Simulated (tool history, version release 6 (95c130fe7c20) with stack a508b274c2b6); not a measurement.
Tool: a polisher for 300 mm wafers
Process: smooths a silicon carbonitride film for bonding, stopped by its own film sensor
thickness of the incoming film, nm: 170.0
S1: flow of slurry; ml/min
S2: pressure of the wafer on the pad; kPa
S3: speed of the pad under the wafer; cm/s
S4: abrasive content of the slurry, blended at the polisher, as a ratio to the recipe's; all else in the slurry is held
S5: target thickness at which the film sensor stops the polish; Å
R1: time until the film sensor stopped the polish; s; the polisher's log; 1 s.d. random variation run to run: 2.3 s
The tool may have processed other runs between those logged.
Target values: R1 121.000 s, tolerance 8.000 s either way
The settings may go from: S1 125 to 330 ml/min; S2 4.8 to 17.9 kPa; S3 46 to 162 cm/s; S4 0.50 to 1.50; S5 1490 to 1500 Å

| run | hour | S1 | S2 | S3 | S4 | S5 | R1 |
|---|---|---|---|---|---|---|---|
| 1 | 0.0 | 210 | 11.0 | 104 | 1.00 | 1500 | 81.567 |
| 2 | 4.3 | 210 | 9.7 | 102 | 1.00 | 1500 | 93.896 |
| 3 | 5.5 | 210 | 11.0 | 102 | 1.00 | 1500 | 83.205 |
| 4 | 11.5 | 210 | 11.0 | 86 | 1.00 | 1500 | 92.734 |
| 5 | 19.6 | 210 | 11.0 | 86 | 1.05 | 1500 | 91.170 |
| 6 | 21.6 | 210 | 10.3 | 84 | 1.05 | 1500 | 98.855 |
| 7 | 22.4 | 210 | 9.7 | 84 | 1.05 | 1500 | 103.460 |
| 8 | 27.9 | 210 | 7.6 | 80 | 1.05 | 1500 | 140.070 |

Which one of the following 5 next-run settings gets every result inside its allowed miss? There is exactly one.
| A | 33.4 | 310 | 6.9 | 58 | 1.15 | 1490 | ? |
| B | 33.4 | 205 | 6.9 | 74 | 0.95 | 1500 | ? |
| C | 33.4 | 215 | 10.3 | 74 | 1.15 | 1500 | ? |
| D | 33.4 | 200 | 5.5 | 120 | 0.95 | 1490 | ? |
| E | 33.4 | 280 | 9.7 | 68 | 1.15 | 1490 | ? |

| move | R1 |
|---|---|
| A | 182.130 |
| B | 165.790 |
| C | 103.100 |
| D | 143.430 |
| E | 120.130 |
A: its largest miss is bigger than the last run's
B: its largest miss is bigger than the last run's
C: the result that was furthest off in the last run now lies on the other side of its target
D: its largest miss is bigger than the last run's
E: every result lands within tolerance
Move E is the one to make.

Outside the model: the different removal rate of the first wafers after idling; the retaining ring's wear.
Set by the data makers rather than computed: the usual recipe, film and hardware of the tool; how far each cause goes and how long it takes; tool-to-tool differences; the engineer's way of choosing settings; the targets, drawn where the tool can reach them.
